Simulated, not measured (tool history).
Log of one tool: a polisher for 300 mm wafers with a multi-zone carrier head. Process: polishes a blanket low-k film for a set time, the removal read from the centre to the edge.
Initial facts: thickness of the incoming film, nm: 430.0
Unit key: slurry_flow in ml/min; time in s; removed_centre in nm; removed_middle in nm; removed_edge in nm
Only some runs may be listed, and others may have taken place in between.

run	hour	slurry_flow	centre_zone	middle_zone	edge_zone	slurry_solids	time	removed_centre	removed_middle	removed_edge
1	0.0	185	1.00	1.00	1.00	1.0	90	28.741	29.371	28.259
2	3.2	180	1.00	0.97	0.96	0.9	90	26.165	25.878	26.455
3	4.8	180	1.00	0.97	0.96	0.7	90	21.548	21.021	20.973
4	13.6	180	1.00	1.04	0.96	0.7	90	21.044	22.177	21.149
5	16.5	185	1.02	1.02	0.96	0.7	90	21.426	21.784	21.203
6	18.2	185	1.02	0.95	0.96	0.7	90	21.778	20.374	20.995
# hour 24.6: slurry nozzle cleaned
7	24.6	220	1.06	0.98	0.95	0.7	90	24.409	22.840	21.795

Run 8, settings as shown, results not yet in. Your forecast:
8	29.6	220	1.06	0.98	0.95	0.7	90	?	?	?

removed_centre: 24.070 nm
removed_middle: 22.632 nm
removed_edge: 21.822 nm
